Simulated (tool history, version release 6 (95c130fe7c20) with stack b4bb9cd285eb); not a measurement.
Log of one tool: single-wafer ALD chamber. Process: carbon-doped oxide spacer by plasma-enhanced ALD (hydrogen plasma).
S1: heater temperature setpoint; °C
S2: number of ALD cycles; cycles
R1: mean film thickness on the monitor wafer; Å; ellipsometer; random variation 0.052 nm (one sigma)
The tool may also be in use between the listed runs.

Run 1, hour 0.0: S1 415 °C, S2 583 cycles. Result: R1 291.36 Å.
Run 2, hour 8.1: S1 417 °C, S2 570 cycles. Result: R1 283.37 Å.
Run 3, hour 16.9: S1 410 °C, S2 570 cycles. Result: R1 289.53 Å.
Run 4, hour 18.6: S1 419 °C, S2 570 cycles. Result: R1 281.59 Å.
Run 5, hour 26.6: S1 421 °C, S2 559 cycles. Result: R1 276.09 Å.
Run 6, hour 28.2: S1 422 °C, S2 548 cycles. Result: R1 270.01 Å.
Run 7, hour 30.1: S1 423 °C, S2 538 cycles. Result: R1 262.88 Å.
Run 8, hour 38.8: S1 424 °C, S2 531 cycles. Result: R1 258.53 Å.
At hour 40.0: thermocouple changed; heater temperature recalibrated.
Run 9, hour 40.0: S1 425 °C, S2 525 cycles. Result: R1 258.94 Å.

The next listed run, before its measurement:
Run 10, hour 45.0: S1 426 °C, S2 517 cycles. Result: R1 ?.

R1: 253.07 Å

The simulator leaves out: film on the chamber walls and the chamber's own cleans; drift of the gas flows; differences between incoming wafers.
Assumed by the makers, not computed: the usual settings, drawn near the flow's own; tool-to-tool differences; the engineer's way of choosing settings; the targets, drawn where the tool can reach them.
